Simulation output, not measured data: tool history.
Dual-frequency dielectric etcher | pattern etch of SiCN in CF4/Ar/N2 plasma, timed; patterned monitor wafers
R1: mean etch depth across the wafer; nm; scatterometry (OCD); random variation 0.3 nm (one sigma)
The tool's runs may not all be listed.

run 1 hour=0.0 | source_power_(W)=590 bias_power_(W)=86 Ar_flow_(sccm)=82 CF4_flow_(sccm)=48 etch_time_(s)=69.0 | R1=74.824
run 2 hour=8.1 | source_power_(W)=590 bias_power_(W)=86 Ar_flow_(sccm)=82 CF4_flow_(sccm)=48 etch_time_(s)=69.0 | R1=74.750
run 3 hour=14.4 | source_power_(W)=680 bias_power_(W)=86 Ar_flow_(sccm)=82 CF4_flow_(sccm)=48 etch_time_(s)=69.0 | R1=86.584
run 4 hour=23.0 | source_power_(W)=610 bias_power_(W)=86 Ar_flow_(sccm)=82 CF4_flow_(sccm)=48 etch_time_(s)=69.0 | R1=77.474
run 5 hour=28.2 | source_power_(W)=610 bias_power_(W)=86 Ar_flow_(sccm)=91 CF4_flow_(sccm)=48 etch_time_(s)=69.0 | R1=76.074
run 6 hour=29.2 | source_power_(W)=610 bias_power_(W)=73 Ar_flow_(sccm)=91 CF4_flow_(sccm)=48 etch_time_(s)=69.0 | R1=72.339
run 7 hour=36.0 | source_power_(W)=590 bias_power_(W)=73 Ar_flow_(sccm)=91 CF4_flow_(sccm)=48 etch_time_(s)=69.0 | R1=69.688

The next listed run, before its measurement:
run 8 hour=42.3 | source_power_(W)=580 bias_power_(W)=73 Ar_flow_(sccm)=91 CF4_flow_(sccm)=48 etch_time_(s)=69.0 | R1=?

{"run 8": {"R1": 69.202}}
